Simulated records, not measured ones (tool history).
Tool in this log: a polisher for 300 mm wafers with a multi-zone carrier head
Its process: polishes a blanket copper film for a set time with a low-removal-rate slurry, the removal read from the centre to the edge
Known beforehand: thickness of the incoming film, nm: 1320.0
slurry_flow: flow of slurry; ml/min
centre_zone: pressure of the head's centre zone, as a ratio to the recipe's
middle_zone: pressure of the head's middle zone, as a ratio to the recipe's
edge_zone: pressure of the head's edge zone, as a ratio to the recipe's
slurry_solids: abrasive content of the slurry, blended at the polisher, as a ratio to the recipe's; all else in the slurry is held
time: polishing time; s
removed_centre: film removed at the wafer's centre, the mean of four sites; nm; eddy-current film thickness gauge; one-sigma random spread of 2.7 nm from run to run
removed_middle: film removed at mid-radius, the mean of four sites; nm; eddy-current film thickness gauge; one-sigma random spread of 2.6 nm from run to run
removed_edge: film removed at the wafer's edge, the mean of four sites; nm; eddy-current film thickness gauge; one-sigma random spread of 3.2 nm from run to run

run	hour	slurry_flow	centre_zone	middle_zone	edge_zone	slurry_solids	time	removed_centre	removed_middle	removed_edge
1	0.0	260	1.00	1.00	1.00	1.00	84	187.88	194.55	194.90
2	5.2	260	1.08	1.00	1.00	1.00	84	199.17	194.00	194.93
3	8.4	260	1.08	1.00	1.00	1.10	84	206.91	199.79	196.00
4	13.7	260	1.08	1.00	1.03	1.10	84	204.78	199.38	203.03
5	15.7	260	1.08	1.00	1.03	0.95	84	194.95	189.32	193.32
6	23.1	260	1.08	1.00	1.03	1.15	84	207.46	203.67	201.32

Expected results for the next run?
7	30.0	265	1.09	0.97	1.07	1.25	91	?	?	?

{"run 7": {"removed_centre": 231.73, "removed_middle": 219.19, "removed_edge": 227.96}}

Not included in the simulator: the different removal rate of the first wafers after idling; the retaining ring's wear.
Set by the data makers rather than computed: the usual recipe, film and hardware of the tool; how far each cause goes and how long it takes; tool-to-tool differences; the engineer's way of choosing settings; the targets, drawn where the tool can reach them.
